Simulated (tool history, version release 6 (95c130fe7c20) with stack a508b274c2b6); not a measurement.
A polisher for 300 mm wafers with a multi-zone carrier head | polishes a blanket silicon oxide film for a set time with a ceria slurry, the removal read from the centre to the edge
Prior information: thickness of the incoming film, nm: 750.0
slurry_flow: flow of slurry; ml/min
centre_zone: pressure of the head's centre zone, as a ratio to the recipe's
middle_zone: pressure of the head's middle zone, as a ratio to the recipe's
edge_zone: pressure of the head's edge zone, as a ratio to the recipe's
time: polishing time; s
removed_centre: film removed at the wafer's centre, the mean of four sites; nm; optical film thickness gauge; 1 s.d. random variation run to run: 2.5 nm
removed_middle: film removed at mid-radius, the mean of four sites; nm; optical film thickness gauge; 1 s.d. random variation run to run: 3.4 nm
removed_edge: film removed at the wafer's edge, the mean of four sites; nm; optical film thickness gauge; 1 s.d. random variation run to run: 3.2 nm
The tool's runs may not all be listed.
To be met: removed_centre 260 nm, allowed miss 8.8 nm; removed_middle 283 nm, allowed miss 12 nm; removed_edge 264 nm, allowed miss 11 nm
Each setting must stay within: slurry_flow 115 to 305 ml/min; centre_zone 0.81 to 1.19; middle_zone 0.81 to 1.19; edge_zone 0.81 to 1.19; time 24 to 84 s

run	hour	slurry_flow	centre_zone	middle_zone	edge_zone	time	removed_centre	removed_middle	removed_edge
1	0	195	1	1	1	54	202.89	202.61	206.35
2	0.9	230	1	1	1	54	209.59	208.12	206.9
3	6.6	230	1	1	1	65	253.23	252.22	258.93
4	9.2	240	1	1.03	1	65	252.65	261.73	258.12
5	12.7	240	1	1.03	1	76	295.36	304.97	302.85
6	13.5	220	0.99	1.04	0.97	75	289.25	289.75	290.67
7	21.9	210	0.97	1.07	0.95	75	282.1	301.29	286.55
8	26.2	200	0.96	1.07	0.93	74	273.28	300.56	275.22
9	30.2	190	0.96	1.06	0.93	74	275.41	291	279.41

Which one of the following 4 next-run settings gets every result inside its allowed miss? There is exactly one.
A	34.2	200	1.02	1.1	0.9	73	?	?	?
B	34.2	180	0.98	1.08	0.97	71	?	?	?
C	34.2	220	1.04	1.06	0.87	71	?	?	?
D	34.2	160	0.82	0.99	1.05	82	?	?	?

move	removed_centre	removed_middle	removed_edge
A	281.27	301.27	270.56
B	260.15	284.44	267.39
C	281.89	288.11	262.64
D	254.44	301.25	314.21
A: moves away from the targets compared with the last run
B: all results land within tolerance of their targets
C: moves away from the targets compared with the last run
D: corrects the largest miss of the last run, while another result sits out of spec
So the answer is move B, the one that meets all the targets.

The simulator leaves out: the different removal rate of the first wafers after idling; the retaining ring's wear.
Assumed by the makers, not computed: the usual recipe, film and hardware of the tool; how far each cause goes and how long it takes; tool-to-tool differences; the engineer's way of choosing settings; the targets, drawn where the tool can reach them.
